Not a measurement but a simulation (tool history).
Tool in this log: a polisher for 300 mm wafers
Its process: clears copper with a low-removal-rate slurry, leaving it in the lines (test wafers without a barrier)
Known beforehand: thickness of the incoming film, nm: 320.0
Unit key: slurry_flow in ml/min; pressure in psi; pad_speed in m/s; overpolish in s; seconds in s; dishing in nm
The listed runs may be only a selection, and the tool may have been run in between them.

| run | hour | slurry_flow | pressure | pad_speed | slurry_solids | overpolish | seconds | dishing |
|---|---|---|---|---|---|---|---|---|
| 1 | 0 | 185 | 2.4 | 0.88 | 1 | 20 | 152.15 | 31.093 |
| 2 | 8.5 | 185 | 2.2 | 0.88 | 1 | 20 | 162.93 | 28.835 |
| 3 | 13.6 | 190 | 2 | 0.88 | 1 | 18 | 171.94 | 25.649 |
| 4 | 17.9 | 225 | 2 | 0.88 | 1 | 18 | 167.21 | 26.004 |
| 5 | 26.2 | 225 | 2 | 0.88 | 0.8 | 18 | 172.26 | 25.042 |
| 6 | 34.8 | 225 | 2.5 | 0.88 | 0.8 | 18 | 150.65 | 28.704 |
| 7 | 42 | 250 | 1.9 | 0.86 | 0.8 | 8 | 185.3 | 11.584 |

The next listed run, before its measurement:
| 8 | 43.2 | 200 | 1.9 | 0.82 | 0.8 | 13 | ? | ? |

{"run 8": {"seconds": 197.82, "dishing": 16.599}}
